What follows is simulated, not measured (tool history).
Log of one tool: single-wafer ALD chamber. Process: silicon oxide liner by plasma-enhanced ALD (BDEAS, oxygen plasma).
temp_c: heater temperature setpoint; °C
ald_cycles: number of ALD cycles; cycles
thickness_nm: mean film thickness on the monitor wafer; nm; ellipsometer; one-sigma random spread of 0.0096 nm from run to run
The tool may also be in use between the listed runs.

| run | hour | temp_c | ald_cycles | thickness_nm |
|---|---|---|---|---|
| 1 | 0.0 | 315 | 32 | 3.1418 |
| 2 | 4.0 | 314 | 34 | 3.3513 |
| 3 | 6.2 | 314 | 38 | 3.7311 |
| 4 | 10.0 | 313 | 38 | 3.7317 |
| 5 | 16.9 | 309 | 38 | 3.7498 |
| 6 | 25.7 | 302 | 38 | 3.8153 |

The next listed run, before its measurement:
| 7 | 32.8 | 301 | 38 | ? |

Run 7 produced thickness_nm 3.8137 nm.
